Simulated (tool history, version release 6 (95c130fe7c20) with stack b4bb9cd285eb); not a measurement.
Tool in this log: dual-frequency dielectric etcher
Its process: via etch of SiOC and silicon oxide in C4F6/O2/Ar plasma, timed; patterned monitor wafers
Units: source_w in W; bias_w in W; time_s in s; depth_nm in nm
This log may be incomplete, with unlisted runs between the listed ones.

run 1 day=0.000 | source_w=250 bias_w=169 time_s=102.0 | depth_nm=99.127
run 2 day=0.258 | source_w=270 bias_w=174 time_s=102.0 | depth_nm=102.050
run 3 day=0.312 | source_w=280 bias_w=182 time_s=102.5 | depth_nm=106.170
run 4 day=0.338 | source_w=280 bias_w=203 time_s=102.5 | depth_nm=110.800
run 5 day=0.642 | source_w=260 bias_w=203 time_s=102.5 | depth_nm=107.240
run 6 day=1.000 | source_w=270 bias_w=205 time_s=102.5 | depth_nm=109.310
run 7 day=1.133 | source_w=280 bias_w=207 time_s=102.5 | depth_nm=111.660
run 8 day=1.396 | source_w=280 bias_w=207 time_s=102.5 | depth_nm=111.660

Run 9 has not been measured yet. What should we expect?
run 9 day=1.588 | source_w=290 bias_w=208 time_s=102.5 | depth_nm=?

{"run 9": {"depth_nm": 112.66}}
